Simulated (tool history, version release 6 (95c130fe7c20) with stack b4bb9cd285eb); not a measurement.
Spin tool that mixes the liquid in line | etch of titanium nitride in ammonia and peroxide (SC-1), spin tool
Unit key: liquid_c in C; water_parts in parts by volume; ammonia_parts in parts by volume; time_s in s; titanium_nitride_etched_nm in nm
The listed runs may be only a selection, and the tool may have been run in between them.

{"run": 1, "hour": 0.0, "liquid_c": 61, "water_parts": 12.5, "ammonia_parts": 0.5, "time_s": 85, "titanium_nitride_etched_nm": 6.2179}
{"run": 2, "hour": 2.2, "liquid_c": 60, "water_parts": 12.5, "ammonia_parts": 0.5, "time_s": 85, "titanium_nitride_etched_nm": 5.7416}
{"run": 3, "hour": 7.0, "liquid_c": 60, "water_parts": 14, "ammonia_parts": 0.5, "time_s": 85, "titanium_nitride_etched_nm": 5.4536}
{"run": 4, "hour": 8.7, "liquid_c": 59.5, "water_parts": 14, "ammonia_parts": 0.5, "time_s": 85, "titanium_nitride_etched_nm": 5.2322}
{"run": 5, "hour": 12.9, "liquid_c": 59.5, "water_parts": 14, "ammonia_parts": 0.5, "time_s": 85, "titanium_nitride_etched_nm": 5.2423}
{"run": 6, "hour": 21.3, "liquid_c": 59, "water_parts": 14, "ammonia_parts": 0.5, "time_s": 85, "titanium_nitride_etched_nm": 5.0433}

The next listed run, before its measurement:
{"run": 7, "hour": 24.3, "liquid_c": 58.5, "water_parts": 14, "ammonia_parts": 0.5, "time_s": 85, "titanium_nitride_etched_nm": "?"}

{"run 7": {"titanium_nitride_etched_nm": 5.0101}}
